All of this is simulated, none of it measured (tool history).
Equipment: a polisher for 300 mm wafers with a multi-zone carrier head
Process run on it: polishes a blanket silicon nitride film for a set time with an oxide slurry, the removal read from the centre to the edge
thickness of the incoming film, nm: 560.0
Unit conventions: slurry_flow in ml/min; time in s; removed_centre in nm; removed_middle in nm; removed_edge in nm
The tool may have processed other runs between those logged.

run	hour	slurry_flow	centre_zone	middle_zone	edge_zone	slurry_solids	time	removed_centre	removed_middle	removed_edge
1	0.0	140	1.00	1.00	1.00	1.00	85	50.288	52.085	52.860
2	2.4	135	0.98	0.98	1.00	1.00	85	48.849	49.577	52.758
3	3.9	170	0.98	0.98	1.00	1.00	85	51.396	51.636	53.063
4	10.7	170	0.94	0.98	1.00	1.00	85	48.304	52.104	53.390
5	13.4	170	0.91	0.98	1.00	1.00	85	46.925	52.740	53.479
6	21.1	170	0.91	0.98	1.07	1.00	85	47.474	52.667	54.969
7	25.8	165	0.90	0.96	1.05	1.00	85	46.471	50.800	54.432

For run 8, what comes out?
8	34.0	125	0.88	0.91	0.96	0.95	85	?	?	?

For run 8 the tool returned removed_centre 41.977 nm, removed_middle 45.784 nm, removed_edge 49.844 nm.
